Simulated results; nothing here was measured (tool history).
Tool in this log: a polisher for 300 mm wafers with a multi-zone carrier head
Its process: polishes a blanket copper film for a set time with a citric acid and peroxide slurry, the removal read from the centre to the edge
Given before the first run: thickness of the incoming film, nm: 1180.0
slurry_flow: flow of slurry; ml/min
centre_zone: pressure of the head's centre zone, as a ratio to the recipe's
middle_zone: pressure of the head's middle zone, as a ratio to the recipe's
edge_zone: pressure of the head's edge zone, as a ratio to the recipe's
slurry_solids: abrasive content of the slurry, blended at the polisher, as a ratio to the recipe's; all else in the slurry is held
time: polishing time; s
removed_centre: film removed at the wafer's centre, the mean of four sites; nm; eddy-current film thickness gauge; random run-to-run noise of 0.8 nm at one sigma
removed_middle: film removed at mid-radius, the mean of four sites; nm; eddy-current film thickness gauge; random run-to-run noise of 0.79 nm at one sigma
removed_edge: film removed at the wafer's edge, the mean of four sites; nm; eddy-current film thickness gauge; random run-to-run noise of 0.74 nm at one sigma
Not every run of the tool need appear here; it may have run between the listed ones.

| run | hour | slurry_flow | centre_zone | middle_zone | edge_zone | slurry_solids | time | removed_centre | removed_middle | removed_edge |
|---|---|---|---|---|---|---|---|---|---|---|
| 1 | 0.0 | 295 | 1.00 | 1.00 | 1.00 | 1.00 | 81 | 171.350 | 172.65 | 173.24 |
| 2 | 6.2 | 295 | 1.00 | 1.00 | 0.97 | 1.00 | 81 | 174.430 | 172.19 | 169.84 |
| 3 | 12.6 | 295 | 1.00 | 1.00 | 0.97 | 1.10 | 81 | 177.110 | 176.45 | 175.17 |
| 4 | 17.4 | 285 | 0.96 | 1.00 | 0.96 | 1.00 | 75 | 154.020 | 160.72 | 156.40 |
| 5 | 22.9 | 335 | 0.96 | 1.00 | 0.96 | 1.00 | 75 | 156.250 | 160.12 | 157.66 |
| 6 | 25.5 | 335 | 0.99 | 1.00 | 0.96 | 1.00 | 75 | 160.100 | 162.09 | 154.92 |
| 7 | 34.1 | 335 | 0.96 | 0.99 | 0.96 | 0.90 | 70 | 144.760 | 149.68 | 143.79 |
| 8 | 34.9 | 330 | 0.93 | 0.98 | 0.96 | 0.80 | 65 | 128.100 | 132.30 | 133.43 |
| 9 | 36.6 | 330 | 0.91 | 0.99 | 0.94 | 0.75 | 62 | 118.440 | 126.98 | 122.73 |
| 10 | 41.9 | 315 | 0.89 | 0.99 | 0.93 | 0.70 | 60 | 109.790 | 121.45 | 117.96 |
| 11 | 45.0 | 310 | 0.88 | 0.98 | 0.91 | 0.65 | 59 | 105.850 | 117.79 | 112.89 |
| 12 | 49.3 | 300 | 0.87 | 0.97 | 0.89 | 0.60 | 59 | 102.000 | 114.19 | 109.98 |
| 13 | 56.7 | 295 | 0.86 | 0.96 | 0.87 | 0.60 | 59 | 102.010 | 113.44 | 109.43 |
| 14 | 61.8 | 290 | 0.85 | 0.96 | 0.86 | 0.60 | 58 | 97.680 | 111.29 | 106.52 |
| 15 | 66.0 | 285 | 0.84 | 0.96 | 0.85 | 0.60 | 58 | 97.631 | 110.96 | 105.39 |
| 16 | 73.1 | 275 | 0.83 | 0.96 | 0.84 | 0.60 | 58 | 96.311 | 110.27 | 104.43 |

What will run 17 give?
| 17 | 73.8 | 265 | 0.83 | 0.96 | 0.84 | 0.60 | 58 | ? | ? | ? |

{"run 17": {"removed_centre": 95.964, "removed_middle": 110.27, "removed_edge": 106.19}}
